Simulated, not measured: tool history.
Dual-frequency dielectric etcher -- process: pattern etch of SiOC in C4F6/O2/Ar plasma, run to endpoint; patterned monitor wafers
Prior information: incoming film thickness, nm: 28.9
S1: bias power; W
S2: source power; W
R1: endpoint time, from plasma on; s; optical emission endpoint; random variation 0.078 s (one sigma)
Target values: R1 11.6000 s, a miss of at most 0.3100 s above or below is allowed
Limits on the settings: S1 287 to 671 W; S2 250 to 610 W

| run | hour | S1 | S2 | R1 |
|---|---|---|---|---|
| 1 | 0.0 | 479 | 430 | 9.5666 |
| 2 | 3.4 | 479 | 370 | 9.9873 |
| 3 | 4.6 | 510 | 370 | 9.7574 |
| 4 | 13.1 | 494 | 360 | 9.9927 |
| 5 | 14.5 | 494 | 410 | 9.6411 |
| 6 | 23.2 | 531 | 410 | 9.1457 |
| 7 | 27.0 | 513 | 410 | 9.3674 |
| 8 | 31.4 | 496 | 410 | 9.5532 |
| 9 | 35.5 | 400 | 350 | 11.1660 |

Pick the move, out of 4, that brings all results within their allowed miss; only one does.
| A | 39.6 | 356 | 370 | ? |
| B | 39.6 | 409 | 370 | ? |
| C | 39.6 | 389 | 390 | ? |
| D | 39.6 | 420 | 350 | ? |

| move | R1 |
|---|---|
| A | 11.6630 |
| B | 10.8920 |
| C | 10.9790 |
| D | 10.9390 |
A: in spec on every target
B: its largest miss is bigger than the last run's
C: its largest miss is bigger than the last run's
D: its largest miss is bigger than the last run's
The right move is A.
